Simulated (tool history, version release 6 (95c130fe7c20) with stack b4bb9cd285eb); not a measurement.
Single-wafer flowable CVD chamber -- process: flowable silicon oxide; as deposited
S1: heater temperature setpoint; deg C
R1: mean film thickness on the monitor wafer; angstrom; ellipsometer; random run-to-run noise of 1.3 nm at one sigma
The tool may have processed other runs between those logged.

run 1 day=0 | S1=90 chamber_pressure_(mTorr)=679 RF_power_(W)=2160 deposition_time_(s)=707 | R1=5107.6
run 2 day=0.238 | S1=90 chamber_pressure_(mTorr)=679 RF_power_(W)=2290 deposition_time_(s)=707 | R1=5188.4
run 3 day=0.354 | S1=92 chamber_pressure_(mTorr)=679 RF_power_(W)=2290 deposition_time_(s)=707 | R1=4806.9
run 4 day=0.446 | S1=93 chamber_pressure_(mTorr)=679 RF_power_(W)=2290 deposition_time_(s)=707 | R1=4601.2
run 5 day=0.488 | S1=93 chamber_pressure_(mTorr)=679 RF_power_(W)=2290 deposition_time_(s)=707 | R1=4598
run 6 day=0.675 | S1=94 chamber_pressure_(mTorr)=679 RF_power_(W)=2290 deposition_time_(s)=707 | R1=4427
run 7 day=0.85 | S1=95 chamber_pressure_(mTorr)=679 RF_power_(W)=2290 deposition_time_(s)=707 | R1=4266.7
run 8 day=0.908 | S1=96 chamber_pressure_(mTorr)=679 RF_power_(W)=2290 deposition_time_(s)=707 | R1=4124.3
run 9 day=1.088 | S1=97 chamber_pressure_(mTorr)=679 RF_power_(W)=2290 deposition_time_(s)=707 | R1=3962.6

What will run 10 give?
run 10 day=1.171 | S1=107 chamber_pressure_(mTorr)=677 RF_power_(W)=2290 deposition_time_(s)=707 | R1=?

Run 10 yielded R1 2730.1 angstrom.

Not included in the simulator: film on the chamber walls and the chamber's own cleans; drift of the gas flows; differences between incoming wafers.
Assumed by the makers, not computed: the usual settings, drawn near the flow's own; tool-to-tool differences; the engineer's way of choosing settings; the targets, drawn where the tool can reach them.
